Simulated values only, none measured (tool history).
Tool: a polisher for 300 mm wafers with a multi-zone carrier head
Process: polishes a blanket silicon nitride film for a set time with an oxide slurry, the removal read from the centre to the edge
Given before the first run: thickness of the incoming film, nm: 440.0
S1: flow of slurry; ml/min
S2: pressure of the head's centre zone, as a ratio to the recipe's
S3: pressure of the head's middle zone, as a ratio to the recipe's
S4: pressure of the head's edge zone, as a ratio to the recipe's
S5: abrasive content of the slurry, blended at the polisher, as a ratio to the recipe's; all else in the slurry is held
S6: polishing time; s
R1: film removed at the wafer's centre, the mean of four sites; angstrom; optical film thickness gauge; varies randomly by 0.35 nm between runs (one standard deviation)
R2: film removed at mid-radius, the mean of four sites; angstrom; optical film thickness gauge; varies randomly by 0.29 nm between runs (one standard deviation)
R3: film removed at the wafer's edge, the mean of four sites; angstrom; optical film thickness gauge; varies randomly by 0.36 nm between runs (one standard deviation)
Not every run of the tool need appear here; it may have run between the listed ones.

run 1 day=0.000 | S1=165 S2=1.00 S3=1.00 S4=1.00 S5=1.00 S6=52 | R1=379.66 R2=415.68 R3=414.95
run 2 day=0.196 | S1=160 S2=0.99 S3=0.98 S4=0.99 S5=0.95 S6=52 | R1=366.62 R2=400.00 R3=396.98
run 3 day=0.508 | S1=135 S2=0.99 S3=0.98 S4=0.99 S5=0.95 S6=52 | R1=365.00 R2=383.73 R3=394.55
run 4 day=0.579 | S1=135 S2=1.07 S3=0.98 S4=0.99 S5=0.95 S6=52 | R1=392.65 R2=385.36 R3=400.19
run 5 day=0.783 | S1=135 S2=1.07 S3=0.98 S4=0.99 S5=0.80 S6=52 | R1=368.14 R2=358.10 R3=371.20
-- day=0.858 centre zone pressure recalibrated
run 6 day=0.858 | S1=135 S2=1.05 S3=0.97 S4=0.99 S5=0.75 S6=52 | R1=369.91 R2=347.72 R3=365.21
run 7 day=0.904 | S1=135 S2=1.02 S3=0.97 S4=1.00 S5=0.70 S6=51 | R1=334.89 R2=329.52 R3=339.99
run 8 day=1.062 | S1=130 S2=1.00 S3=0.96 S4=1.01 S5=0.70 S6=51 | R1=338.63 R2=328.66 R3=343.91
run 9 day=1.088 | S1=130 S2=0.97 S3=0.96 S4=1.03 S5=0.70 S6=50 | R1=320.65 R2=320.75 R3=346.56

The next listed run, before its measurement:
run 10 day=1.379 | S1=130 S2=0.95 S3=0.95 S4=1.03 S5=0.70 S6=50 | R1=? R2=? R3=?

R1: 312.46 angstrom
R2: 320.81 angstrom
R3: 340.20 angstrom
